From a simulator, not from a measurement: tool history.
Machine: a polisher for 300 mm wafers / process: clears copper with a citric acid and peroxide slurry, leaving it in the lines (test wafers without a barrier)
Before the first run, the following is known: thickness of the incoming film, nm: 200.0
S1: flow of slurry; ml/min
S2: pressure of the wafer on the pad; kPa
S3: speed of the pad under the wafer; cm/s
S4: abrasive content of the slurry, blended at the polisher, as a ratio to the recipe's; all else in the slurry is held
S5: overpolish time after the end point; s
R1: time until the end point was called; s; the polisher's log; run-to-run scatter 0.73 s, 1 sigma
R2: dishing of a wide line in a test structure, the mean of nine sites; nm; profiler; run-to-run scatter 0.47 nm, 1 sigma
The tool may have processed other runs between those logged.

| run | day | S1 | S2 | S3 | S4 | S5 | R1 | R2 |
|---|---|---|---|---|---|---|---|---|
| 1 | 0 | 305 | 19.3 | 94 | 1 | 18 | 87.221 | 26.691 |
| 2 | 0.171 | 305 | 19.3 | 94 | 1 | 26 | 85.445 | 36.001 |
| 3 | 0.346 | 305 | 15.9 | 94 | 1 | 26 | 103.9 | 30.531 |
| 4 | 0.529 | 305 | 15.9 | 94 | 1.2 | 26 | 101.11 | 31.664 |
| 5 | 0.708 | 305 | 15.9 | 114 | 1.2 | 26 | 83.854 | 36.622 |
| 6 | 0.775 | 305 | 16.5 | 114 | 1.2 | 25 | 78.946 | 36.281 |
| 7 | 0.979 | 305 | 17.2 | 114 | 1.2 | 24 | 76.317 | 35.834 |

Run 8 is up next; what results do you expect?
| 8 | 1.075 | 305 | 17.9 | 114 | 1.2 | 24 | ? | ? |

R1: 74.3 s
R2: 36.689 nm
